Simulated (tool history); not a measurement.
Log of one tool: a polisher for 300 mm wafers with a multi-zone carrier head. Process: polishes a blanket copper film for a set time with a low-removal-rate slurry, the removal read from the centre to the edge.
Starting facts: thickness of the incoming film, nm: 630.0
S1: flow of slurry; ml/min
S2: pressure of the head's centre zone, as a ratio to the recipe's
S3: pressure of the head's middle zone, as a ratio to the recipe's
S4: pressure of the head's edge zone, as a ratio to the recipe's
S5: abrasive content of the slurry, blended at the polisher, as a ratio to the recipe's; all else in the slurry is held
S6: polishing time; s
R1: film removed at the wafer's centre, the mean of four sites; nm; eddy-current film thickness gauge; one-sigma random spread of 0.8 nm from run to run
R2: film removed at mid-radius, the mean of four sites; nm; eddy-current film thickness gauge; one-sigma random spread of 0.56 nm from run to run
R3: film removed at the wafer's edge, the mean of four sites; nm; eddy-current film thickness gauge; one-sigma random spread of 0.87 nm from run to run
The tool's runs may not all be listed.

Run 1, hour 0: S1 270 ml/min, S2 1, S3 1, S4 1, S5 1, S6 78 s. Result: R1 114.71 nm, R2 115.55 nm, R3 115.31 nm.
Run 2, hour 6.9: S1 265 ml/min, S2 0.97, S3 1, S4 0.98, S5 0.9, S6 74 s. Result: R1 104.45 nm, R2 107.45 nm, R3 106.2 nm.
Run 3, hour 8.5: S1 265 ml/min, S2 0.92, S3 1, S4 0.98, S5 0.9, S6 74 s. Result: R1 99.444 nm, R2 108.23 nm, R3 108.09 nm.
Run 4, hour 14.4: S1 260 ml/min, S2 0.9, S3 1, S4 0.96, S5 0.85, S6 70 s. Result: R1 89.617 nm, R2 102.98 nm, R3 97.762 nm.
Run 5, hour 15.6: S1 260 ml/min, S2 0.9, S3 1, S4 0.96, S5 1, S6 70 s. Result: R1 91.842 nm, R2 103.62 nm, R3 100.59 nm.
Run 6, hour 17: S1 305 ml/min, S2 0.9, S3 1, S4 0.96, S5 1, S6 70 s. Result: R1 95.312 nm, R2 104.52 nm, R3 99.921 nm.
Run 7, hour 25.3: S1 295 ml/min, S2 0.88, S3 0.99, S4 0.95, S5 0.95, S6 67 s. Result: R1 86.373 nm, R2 98.787 nm, R3 98.063 nm.
Run 8, hour 30.7: S1 290 ml/min, S2 0.88, S3 0.99, S4 0.93, S5 0.9, S6 64 s. Result: R1 85.059 nm, R2 94.032 nm, R3 90.65 nm.
Run 9, hour 32.9: S1 280 ml/min, S2 0.87, S3 0.99, S4 0.92, S5 0.85, S6 61 s. Result: R1 76.918 nm, R2 89.522 nm, R3 85.738 nm.

Estimate the outcome of run 10 from the log above:
Run 10, hour 41.3: S1 280 ml/min, S2 0.86, S3 0.98, S4 0.9, S5 0.8, S6 60 s. Result: R1 ?, R2 ?, R3 ?.

Run 10 measured R1 74.998 nm, R2 85.635 nm, R3 80.986 nm.

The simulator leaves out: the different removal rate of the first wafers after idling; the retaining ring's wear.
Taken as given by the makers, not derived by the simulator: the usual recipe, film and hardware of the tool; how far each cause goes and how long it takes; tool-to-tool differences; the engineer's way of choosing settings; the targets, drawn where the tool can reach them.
